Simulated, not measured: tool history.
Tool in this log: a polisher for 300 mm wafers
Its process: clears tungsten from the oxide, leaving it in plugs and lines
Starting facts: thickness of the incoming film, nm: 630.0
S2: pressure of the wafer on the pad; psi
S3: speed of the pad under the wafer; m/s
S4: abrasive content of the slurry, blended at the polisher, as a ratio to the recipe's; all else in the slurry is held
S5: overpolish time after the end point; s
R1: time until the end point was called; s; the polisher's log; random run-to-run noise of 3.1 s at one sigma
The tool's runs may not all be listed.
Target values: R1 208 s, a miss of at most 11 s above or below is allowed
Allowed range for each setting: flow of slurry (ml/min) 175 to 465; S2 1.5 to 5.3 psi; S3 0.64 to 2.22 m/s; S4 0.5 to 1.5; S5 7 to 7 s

run 1 hour=0 | flow_of_slurry_(ml/min)=295 S2=3.4 S3=1.42 S4=1 S5=7 | R1=90.669
run 2 hour=6.9 | flow_of_slurry_(ml/min)=295 S2=3.4 S3=1.24 S4=1 S5=7 | R1=106.53
run 3 hour=8 | flow_of_slurry_(ml/min)=295 S2=3.4 S3=1.24 S4=0.8 S5=7 | R1=107.29
run 4 hour=10.9 | flow_of_slurry_(ml/min)=240 S2=3.4 S3=1.24 S4=0.8 S5=7 | R1=115.21
run 5 hour=15.7 | flow_of_slurry_(ml/min)=240 S2=3.4 S3=0.9 S4=0.8 S5=7 | R1=151.49
run 6 hour=16.2 | flow_of_slurry_(ml/min)=240 S2=4 S3=0.9 S4=0.8 S5=7 | R1=128.66
run 7 hour=17.9 | flow_of_slurry_(ml/min)=235 S2=3.7 S3=0.88 S4=0.8 S5=7 | R1=148.64
run 8 hour=26.4 | flow_of_slurry_(ml/min)=230 S2=3.5 S3=0.88 S4=0.8 S5=7 | R1=156.49
run 9 hour=32 | flow_of_slurry_(ml/min)=225 S2=3.4 S3=0.88 S4=0.8 S5=7 | R1=152.11
run 10 hour=40.1 | flow_of_slurry_(ml/min)=225 S2=3.2 S3=0.86 S4=0.8 S5=7 | R1=165.06
run 11 hour=45.4 | flow_of_slurry_(ml/min)=225 S2=3 S3=0.86 S4=0.8 S5=7 | R1=188.28
run 12 hour=48.8 | flow_of_slurry_(ml/min)=220 S2=2.9 S3=0.86 S4=0.8 S5=7 | R1=191.54
run 13 hour=51.5 | flow_of_slurry_(ml/min)=215 S2=2.8 S3=0.86 S4=0.8 S5=7 | R1=200.54
run 14 hour=56.3 | flow_of_slurry_(ml/min)=210 S2=2.8 S3=0.86 S4=0.8 S5=7 | R1=196.37

Which of these 5 next moves meets every target?
run A hour=61.1 | flow_of_slurry_(ml/min)=195 S2=2.9 S3=0.96 S4=0.8 S5=7 | R1=?
run B hour=61.1 | flow_of_slurry_(ml/min)=290 S2=3.2 S3=0.82 S4=0.6 S5=7 | R1=?
run C hour=61.1 | flow_of_slurry_(ml/min)=270 S2=3.6 S3=0.78 S4=0.7 S5=7 | R1=?
run D hour=61.1 | flow_of_slurry_(ml/min)=225 S2=2.9 S3=0.78 S4=0.75 S5=7 | R1=?
run E hour=61.1 | flow_of_slurry_(ml/min)=180 S2=2.9 S3=0.9 S4=0.85 S5=7 | R1=?

move=A R1=170.7
move=B R1=182.33
move=C R1=167
move=D R1=207.08
move=E R1=181.28
A: lands further from the targets than the last run did
B: lands further from the targets than the last run did
C: lands further from the targets than the last run did
D: meets every target
E: lands further from the targets than the last run did
D meets every target.

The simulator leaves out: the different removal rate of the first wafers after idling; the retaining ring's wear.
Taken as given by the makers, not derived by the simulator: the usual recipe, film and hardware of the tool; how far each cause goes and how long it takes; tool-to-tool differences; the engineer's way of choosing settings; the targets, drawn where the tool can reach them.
